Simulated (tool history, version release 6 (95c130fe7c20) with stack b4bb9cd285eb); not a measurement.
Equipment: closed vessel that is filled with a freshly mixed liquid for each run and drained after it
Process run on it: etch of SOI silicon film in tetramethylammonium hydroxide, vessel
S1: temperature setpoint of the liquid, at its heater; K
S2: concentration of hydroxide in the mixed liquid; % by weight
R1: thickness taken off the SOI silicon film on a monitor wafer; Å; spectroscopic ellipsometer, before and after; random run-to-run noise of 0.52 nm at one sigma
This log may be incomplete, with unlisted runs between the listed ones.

run 1 hour=0 | S1=340.15 S2=10.5 time_in_the_liquid_(s)=35 | R1=1942.2
run 2 hour=4.2 | S1=340.15 S2=9 time_in_the_liquid_(s)=35 | R1=2066.9
run 3 hour=11.8 | S1=336.65 S2=9 time_in_the_liquid_(s)=35 | R1=1683.4
run 4 hour=19.5 | S1=336.65 S2=9 time_in_the_liquid_(s)=35 | R1=1683.9
run 5 hour=22.9 | S1=336.65 S2=8 time_in_the_liquid_(s)=35 | R1=1733.8
run 6 hour=30.1 | S1=334.15 S2=8 time_in_the_liquid_(s)=35 | R1=1483.5
run 7 hour=39.2 | S1=332.65 S2=8 time_in_the_liquid_(s)=35 | R1=1363.5
run 8 hour=40.1 | S1=331.15 S2=8 time_in_the_liquid_(s)=35 | R1=1233.2

Expected results for the next run?
run 9 hour=47.2 | S1=328.65 S2=8 time_in_the_liquid_(s)=35 | R1=?

{"run 9": {"R1": 1056.4}}
